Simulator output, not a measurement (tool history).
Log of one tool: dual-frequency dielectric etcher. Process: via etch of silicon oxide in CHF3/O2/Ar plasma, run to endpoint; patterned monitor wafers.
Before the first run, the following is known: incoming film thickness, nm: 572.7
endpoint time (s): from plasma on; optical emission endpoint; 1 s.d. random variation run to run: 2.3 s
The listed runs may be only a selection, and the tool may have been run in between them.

| run | hour | source power (kW) | bias power (kW) | endpoint time (s) |
|---|---|---|---|---|
| 1 | 0.0 | 0.860 | 0.123 | 310.80 |
| 2 | 4.3 | 0.810 | 0.120 | 318.32 |
| 3 | 10.1 | 0.940 | 0.120 | 304.47 |
| 4 | 11.4 | 0.940 | 0.130 | 300.97 |
| 5 | 17.2 | 0.850 | 0.123 | 310.79 |
| 6 | 26.1 | 0.780 | 0.123 | 322.16 |
| 7 | 33.4 | 0.730 | 0.120 | 330.36 |

Run 8 comes next. What will it give?
|  | 41.5 | bias power generator calibrated |
| 8 | 41.5 | 0.730 | 0.120 | ? |

Run 8 gave endpoint time (s) 332.59.
